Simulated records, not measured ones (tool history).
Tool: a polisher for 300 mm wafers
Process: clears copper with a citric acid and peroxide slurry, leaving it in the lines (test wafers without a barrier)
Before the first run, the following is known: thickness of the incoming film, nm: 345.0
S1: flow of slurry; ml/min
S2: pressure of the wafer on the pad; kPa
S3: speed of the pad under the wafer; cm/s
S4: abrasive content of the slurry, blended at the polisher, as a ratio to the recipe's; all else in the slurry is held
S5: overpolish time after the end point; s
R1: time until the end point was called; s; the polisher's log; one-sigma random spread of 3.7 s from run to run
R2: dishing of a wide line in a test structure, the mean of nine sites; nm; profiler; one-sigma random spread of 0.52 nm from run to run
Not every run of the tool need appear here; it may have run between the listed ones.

run  hour   S1    S2   S3    S4  S5      R1      R2
  1     0  255  21.4  132     1  11  135.51  23.263
  2   2.2  255  19.3  130     1  12  152.04  21.242
  3     9  255  19.3  150     1  12  131.72  23.517
  4    10  255  19.3  150   0.9  12     137  24.099
  5  11.7  250  17.2  148  0.85  13  154.83  23.442
  6  17.9  245  15.9  146   0.8  14  174.47  21.736
  7  19.9  245  14.5  144   0.8  15  190.37   21.24
  8  28.8  245  13.8  144   0.8  16  195.78  22.022

The next listed run, before its measurement:
  9  35.1  245  13.1  144  0.8  17   ?   ?

R1: 208.77 s
R2: 22.457 nm
